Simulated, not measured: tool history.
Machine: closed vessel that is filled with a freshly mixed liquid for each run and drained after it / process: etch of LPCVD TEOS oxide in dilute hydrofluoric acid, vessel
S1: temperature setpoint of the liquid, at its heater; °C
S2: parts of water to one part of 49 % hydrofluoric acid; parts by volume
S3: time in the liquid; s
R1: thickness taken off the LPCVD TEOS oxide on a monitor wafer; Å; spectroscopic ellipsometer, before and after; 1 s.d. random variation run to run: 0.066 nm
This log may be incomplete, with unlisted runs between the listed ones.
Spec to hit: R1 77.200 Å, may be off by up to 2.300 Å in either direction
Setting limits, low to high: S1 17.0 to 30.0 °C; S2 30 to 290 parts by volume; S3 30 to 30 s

Run 1, hour 0.0: S1 22.0 °C, S2 160 parts by volume, S3 30 s. Result: R1 44.452 Å.
Run 2, hour 2.5: S1 22.0 °C, S2 160 parts by volume, S3 30 s. Result: R1 44.691 Å.
Run 3, hour 8.9: S1 23.0 °C, S2 155 parts by volume, S3 30 s. Result: R1 48.064 Å.
Run 4, hour 16.4: S1 24.0 °C, S2 150 parts by volume, S3 30 s. Result: R1 51.287 Å.
Run 5, hour 17.5: S1 24.5 °C, S2 145 parts by volume, S3 30 s. Result: R1 54.099 Å.
Run 6, hour 22.5: S1 25.0 °C, S2 140 parts by volume, S3 30 s. Result: R1 57.880 Å.
Run 7, hour 26.0: S1 25.5 °C, S2 140 parts by volume, S3 30 s. Result: R1 59.971 Å.
Run 8, hour 28.9: S1 25.5 °C, S2 140 parts by volume, S3 30 s. Result: R1 59.358 Å.
Run 9, hour 34.8: S1 25.5 °C, S2 140 parts by volume, S3 30 s. Result: R1 59.558 Å.
Run 10, hour 39.7: S1 25.5 °C, S2 140 parts by volume, S3 30 s. Result: R1 59.105 Å.
Run 11, hour 42.8: S1 25.5 °C, S2 140 parts by volume, S3 30 s. Result: R1 58.782 Å.
Run 12, hour 45.1: S1 26.0 °C, S2 140 parts by volume, S3 30 s. Result: R1 60.730 Å.
Run 13, hour 48.4: S1 26.5 °C, S2 140 parts by volume, S3 30 s. Result: R1 62.757 Å.
Run 14, hour 49.9: S1 27.0 °C, S2 140 parts by volume, S3 30 s. Result: R1 63.495 Å.
Run 15, hour 56.9: S1 30.0 °C, S2 125 parts by volume, S3 30 s. Result: R1 79.704 Å.

4 next moves are on the table. One of them brings every result within its allowed miss. Which?
Run A, hour 63.9: S1 29.5 °C, S2 115 parts by volume, S3 30 s. Result: R1 ?.
Run B, hour 63.9: S1 30.0 °C, S2 130 parts by volume, S3 30 s. Result: R1 ?.
Run C, hour 63.9: S1 28.5 °C, S2 115 parts by volume, S3 30 s. Result: R1 ?.
Run D, hour 63.9: S1 30.0 °C, S2 120 parts by volume, S3 30 s. Result: R1 ?.

move      R1
   A  85.217
   B  75.240
   C  82.091
   D  82.625
A: lands further from the targets than the last run did
B: hits every target within its allowed miss
C: lands further from the targets than the last run did
D: lands further from the targets than the last run did
The move that meets every target is B.
